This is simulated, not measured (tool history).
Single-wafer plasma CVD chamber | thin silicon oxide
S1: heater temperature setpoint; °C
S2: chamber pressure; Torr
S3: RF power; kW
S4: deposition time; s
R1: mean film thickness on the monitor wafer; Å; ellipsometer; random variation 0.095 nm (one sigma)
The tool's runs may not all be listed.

run,hour,S1,S2,S3,S4,R1
1,0.0,410,0.674,0.220,12.4,164.69
2,1.2,410,0.680,0.220,12.4,165.97
3,4.1,410,0.686,0.220,12.4,165.34
4,4.8,401,0.686,0.220,12.4,167.48
5,11.2,401,0.691,0.220,12.4,167.31
6,18.5,401,0.691,0.195,12.4,156.69
7,20.2,401,0.701,0.195,12.4,157.03
8,22.6,401,0.711,0.195,12.4,158.80
9,26.9,401,0.806,0.195,12.4,174.08
10,34.4,401,0.810,0.195,12.4,173.64
11,35.3,401,0.814,0.195,12.4,174.78

Forecast run 12:
12,37.2,401,0.817,0.195,12.4,?

Run 12 gave R1 174.95 Å.

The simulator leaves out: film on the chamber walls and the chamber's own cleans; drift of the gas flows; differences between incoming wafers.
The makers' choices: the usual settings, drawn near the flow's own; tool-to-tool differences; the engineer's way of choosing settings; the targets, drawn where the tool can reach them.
